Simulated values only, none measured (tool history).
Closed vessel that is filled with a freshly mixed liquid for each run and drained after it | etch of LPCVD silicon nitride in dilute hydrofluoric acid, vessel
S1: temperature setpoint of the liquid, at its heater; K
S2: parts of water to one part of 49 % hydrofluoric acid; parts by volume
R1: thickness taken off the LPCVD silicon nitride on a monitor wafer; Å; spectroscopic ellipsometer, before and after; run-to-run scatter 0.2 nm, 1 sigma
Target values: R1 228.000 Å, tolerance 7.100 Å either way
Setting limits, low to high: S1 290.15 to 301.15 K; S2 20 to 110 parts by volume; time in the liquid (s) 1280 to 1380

Run 1, hour 0.0: S1 293.15 K, S2 60 parts by volume, time in the liquid (s) 1280. Result: R1 74.680 Å.
Run 2, hour 6.7: S1 293.15 K, S2 80 parts by volume, time in the liquid (s) 1280. Result: R1 56.462 Å.
Run 3, hour 15.5: S1 293.15 K, S2 80 parts by volume, time in the liquid (s) 1380. Result: R1 60.619 Å.
Run 4, hour 22.9: S1 293.15 K, S2 90 parts by volume, time in the liquid (s) 1380. Result: R1 54.170 Å.
Run 5, hour 31.0: S1 295.15 K, S2 75 parts by volume, time in the liquid (s) 1380. Result: R1 73.777 Å.
Run 6, hour 35.4: S1 296.65 K, S2 60 parts by volume, time in the liquid (s) 1380. Result: R1 102.140 Å.
Run 7, hour 40.5: S1 297.65 K, S2 50 parts by volume, time in the liquid (s) 1380. Result: R1 131.420 Å.
Run 8, hour 46.1: S1 298.65 K, S2 45 parts by volume, time in the liquid (s) 1380. Result: R1 154.990 Å.
Run 9, hour 47.3: S1 298.65 K, S2 45 parts by volume, time in the liquid (s) 1380. Result: R1 153.910 Å.
Run 10, hour 56.7: S1 299.15 K, S2 40 parts by volume, time in the liquid (s) 1380. Result: R1 180.010 Å.
Run 11, hour 66.1: S1 299.65 K, S2 40 parts by volume, time in the liquid (s) 1380. Result: R1 189.030 Å.

Exactly one of the 5 candidate moves below puts every result within its allowed miss. Which one?
Run A, hour 75.5: S1 298.15 K, S2 40 parts by volume, time in the liquid (s) 1370. Result: R1 ?.
Run B, hour 75.5: S1 300.15 K, S2 30 parts by volume, time in the liquid (s) 1325. Result: R1 ?.
Run C, hour 75.5: S1 299.15 K, S2 30 parts by volume, time in the liquid (s) 1340. Result: R1 ?.
Run D, hour 75.5: S1 300.15 K, S2 30 parts by volume, time in the liquid (s) 1320. Result: R1 ?.
Run E, hour 75.5: S1 300.15 K, S2 55 parts by volume, time in the liquid (s) 1360. Result: R1 ?.

move       R1
   A  168.500
   B  246.520
   C  233.170
   D  245.590
   E  139.820
A: its largest miss is bigger than the last run's
B: takes the result that was furthest off past its target
C: all results land within tolerance of their targets
D: takes the result that was furthest off past its target
E: its largest miss is bigger than the last run's
Correct choice: C, which meets every target
